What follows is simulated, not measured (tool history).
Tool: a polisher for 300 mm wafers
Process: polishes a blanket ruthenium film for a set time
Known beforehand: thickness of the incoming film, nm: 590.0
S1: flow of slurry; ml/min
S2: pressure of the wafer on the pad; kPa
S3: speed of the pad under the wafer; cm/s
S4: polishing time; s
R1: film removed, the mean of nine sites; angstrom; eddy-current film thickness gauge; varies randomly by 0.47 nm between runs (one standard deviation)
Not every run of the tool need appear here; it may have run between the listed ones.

| run | hour | S1 | S2 | S3 | S4 | R1 |
|---|---|---|---|---|---|---|
| 1 | 0.0 | 310 | 13.8 | 124 | 77 | 1041.40 |
| 2 | 8.1 | 305 | 12.4 | 124 | 77 | 957.19 |
| 3 | 16.3 | 305 | 11.0 | 124 | 77 | 873.35 |
| 4 | 19.0 | 305 | 11.0 | 150 | 77 | 988.06 |
| 5 | 26.7 | 305 | 11.0 | 150 | 77 | 974.18 |
|  | 27.7 | worn pad replaced by a new one |
| 6 | 27.7 | 305 | 9.7 | 150 | 77 | 960.61 |
| 7 | 31.1 | 290 | 6.2 | 126 | 77 | 629.62 |
| 8 | 39.3 | 290 | 6.2 | 126 | 77 | 626.20 |

Estimate the outcome of run 9 from the log above:
| 9 | 46.2 | 300 | 6.9 | 126 | 77 | ? |

Run 9 gave R1 673.04 angstrom.
